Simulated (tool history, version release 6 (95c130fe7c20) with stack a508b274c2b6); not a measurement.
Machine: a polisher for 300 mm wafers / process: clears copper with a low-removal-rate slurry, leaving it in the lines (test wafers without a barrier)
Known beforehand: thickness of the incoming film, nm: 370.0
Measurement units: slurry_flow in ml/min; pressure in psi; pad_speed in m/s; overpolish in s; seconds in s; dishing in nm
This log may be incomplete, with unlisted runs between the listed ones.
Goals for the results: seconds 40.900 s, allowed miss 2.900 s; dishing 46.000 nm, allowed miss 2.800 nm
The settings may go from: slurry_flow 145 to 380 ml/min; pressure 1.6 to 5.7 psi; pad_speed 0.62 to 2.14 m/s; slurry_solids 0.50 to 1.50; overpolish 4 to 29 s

{"run": 1, "day": 0.0, "slurry_flow": 245, "pressure": 3.6, "pad_speed": 1.38, "slurry_solids": 1.0, "overpolish": 15, "seconds": 61.096, "dishing": 35.674}
{"run": 2, "day": 0.262, "slurry_flow": 245, "pressure": 3.8, "pad_speed": 1.38, "slurry_solids": 1.0, "overpolish": 15, "seconds": 57.352, "dishing": 35.376}
{"run": 3, "day": 0.588, "slurry_flow": 210, "pressure": 3.8, "pad_speed": 1.38, "slurry_solids": 1.0, "overpolish": 15, "seconds": 58.398, "dishing": 35.693}
{"run": 4, "day": 0.846, "slurry_flow": 210, "pressure": 4.0, "pad_speed": 1.4, "slurry_solids": 1.0, "overpolish": 16, "seconds": 53.157, "dishing": 38.394}
{"run": 5, "day": 1.021, "slurry_flow": 210, "pressure": 4.0, "pad_speed": 1.74, "slurry_solids": 1.0, "overpolish": 16, "seconds": 44.226, "dishing": 41.035}
{"run": 6, "day": 1.225, "slurry_flow": 210, "pressure": 3.1, "pad_speed": 1.74, "slurry_solids": 1.0, "overpolish": 16, "seconds": 56.311, "dishing": 36.551}
{"run": 7, "day": 1.442, "slurry_flow": 210, "pressure": 3.3, "pad_speed": 1.74, "slurry_solids": 1.0, "overpolish": 16, "seconds": 52.429, "dishing": 36.949}
{"run": 8, "day": 1.679, "slurry_flow": 210, "pressure": 3.4, "pad_speed": 1.74, "slurry_solids": 1.0, "overpolish": 16, "seconds": 52.101, "dishing": 37.439}
{"run": 9, "day": 2.029, "slurry_flow": 210, "pressure": 3.5, "pad_speed": 1.74, "slurry_solids": 1.0, "overpolish": 16, "seconds": 50.333, "dishing": 37.465}

Which of these 5 next moves meets every target?
{"run": "A", "day": 2.379, "slurry_flow": 150, "pressure": 4.7, "pad_speed": 1.7, "slurry_solids": 1.0, "overpolish": 21, "seconds": "?", "dishing": "?"}
{"run": "B", "day": 2.379, "slurry_flow": 310, "pressure": 2.4, "pad_speed": 1.68, "slurry_solids": 1.2, "overpolish": 24, "seconds": "?", "dishing": "?"}
{"run": "C", "day": 2.379, "slurry_flow": 185, "pressure": 2.8, "pad_speed": 1.7, "slurry_solids": 1.0, "overpolish": 12, "seconds": "?", "dishing": "?"}
{"run": "D", "day": 2.379, "slurry_flow": 230, "pressure": 2.9, "pad_speed": 1.52, "slurry_solids": 1.0, "overpolish": 11, "seconds": "?", "dishing": "?"}
{"run": "E", "day": 2.379, "slurry_flow": 195, "pressure": 2.9, "pad_speed": 1.64, "slurry_solids": 0.85, "overpolish": 19, "seconds": "?", "dishing": "?"}

move=A seconds=41.353 dishing=43.884
move=B seconds=67.415 dishing=38.489
move=C seconds=64.549 dishing=28.948
move=D seconds=67.652 dishing=26.751
move=E seconds=66.980 dishing=35.801
A: all results land within tolerance of their targets
B: the biggest miss grows against the last run
C: the biggest miss grows against the last run
D: the biggest miss grows against the last run
E: the biggest miss grows against the last run
A is the move that brings every result within its allowed miss.
